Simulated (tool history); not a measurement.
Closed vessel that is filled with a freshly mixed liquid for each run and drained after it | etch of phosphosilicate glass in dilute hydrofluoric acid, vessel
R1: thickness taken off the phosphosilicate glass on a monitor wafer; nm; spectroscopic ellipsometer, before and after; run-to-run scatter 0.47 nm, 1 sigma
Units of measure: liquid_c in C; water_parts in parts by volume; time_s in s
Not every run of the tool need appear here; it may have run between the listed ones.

{"run": 1, "hour": 0.0, "liquid_c": 22, "water_parts": 185, "time_s": 105, "R1": 39.19}
{"run": 2, "hour": 4.8, "liquid_c": 22, "water_parts": 125, "time_s": 105, "R1": 62.467}
{"run": 3, "hour": 10.3, "liquid_c": 24.5, "water_parts": 125, "time_s": 105, "R1": 67.323}
{"run": 4, "hour": 17.2, "liquid_c": 23, "water_parts": 125, "time_s": 105, "R1": 64.135}
{"run": 5, "hour": 21.6, "liquid_c": 23, "water_parts": 95, "time_s": 105, "R1": 86.537}
{"run": 6, "hour": 25.7, "liquid_c": 21, "water_parts": 95, "time_s": 105, "R1": 80.188}

Run 7 is up next; what results do you expect?
{"run": 7, "hour": 28.9, "liquid_c": 20.5, "water_parts": 105, "time_s": 105, "R1": "?"}

R1: 70.742 nm
